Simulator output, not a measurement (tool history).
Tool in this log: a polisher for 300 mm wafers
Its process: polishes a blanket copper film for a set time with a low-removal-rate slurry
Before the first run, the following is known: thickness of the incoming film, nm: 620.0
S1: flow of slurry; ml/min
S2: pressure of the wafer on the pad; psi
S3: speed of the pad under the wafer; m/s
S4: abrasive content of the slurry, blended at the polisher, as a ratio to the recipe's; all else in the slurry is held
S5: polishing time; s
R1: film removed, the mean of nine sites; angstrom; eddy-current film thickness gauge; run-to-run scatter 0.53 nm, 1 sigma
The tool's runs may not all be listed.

run,hour,S1,S2,S3,S4,S5,R1
1,0.0,200,3.3,0.92,1.0,36,1119.80
2,3.7,200,3.1,0.90,1.0,36,1013.00
3,5.6,200,2.9,0.90,1.0,36,946.50
4,8.5,220,2.9,0.90,1.0,36,965.18
5,16.1,220,2.7,0.88,1.0,36,870.33
6,16.8,220,2.5,0.88,1.0,36,821.05
7,22.1,220,2.5,0.88,1.0,36,805.33
8,27.6,220,2.4,0.88,1.0,36,781.27
9,32.5,220,2.3,0.88,1.0,36,739.39
10,33.5,215,2.2,0.88,1.0,36,710.41
11,36.8,210,2.1,0.88,1.0,36,676.50
12,44.6,205,2.1,0.88,1.0,36,681.14
13,49.3,200,2.0,0.88,1.0,36,654.65
14,50.7,200,1.9,0.88,1.0,36,627.12
15,53.9,195,1.9,0.88,1.0,36,624.31
16,57.2,185,1.5,0.86,1.0,36,473.96

Run 17 has not been measured yet. What should we expect?
17,65.9,190,1.5,0.86,1.0,36,?

Run 17 came out at R1 484.41 angstrom.

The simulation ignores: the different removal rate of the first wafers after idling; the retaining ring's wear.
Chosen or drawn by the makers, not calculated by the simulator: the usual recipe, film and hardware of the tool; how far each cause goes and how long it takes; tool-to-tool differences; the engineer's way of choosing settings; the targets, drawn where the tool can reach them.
